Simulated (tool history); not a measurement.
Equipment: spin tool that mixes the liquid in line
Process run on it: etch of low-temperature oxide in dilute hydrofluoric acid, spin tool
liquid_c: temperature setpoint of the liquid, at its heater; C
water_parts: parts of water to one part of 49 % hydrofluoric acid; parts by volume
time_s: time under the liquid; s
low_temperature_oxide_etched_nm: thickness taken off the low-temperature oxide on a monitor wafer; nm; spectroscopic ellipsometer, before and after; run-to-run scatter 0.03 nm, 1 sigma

run,day,liquid_c,water_parts,time_s,low_temperature_oxide_etched_nm
1,0,22,290,300,16.666
2,0.354,18.5,290,300,14.615
3,0.575,18.5,290,300,14.567
4,0.633,18.5,290,300,14.485
5,0.675,18.5,340,300,11.935
6,0.921,18,360,300,10.88
7,1.221,18,375,300,10.29
8,1.362,18,390,300,9.8143

Run 9 comes next. What will it give?
9,1.625,18,400,300,?

Run 9 came out at low_temperature_oxide_etched_nm 9.4796 nm.
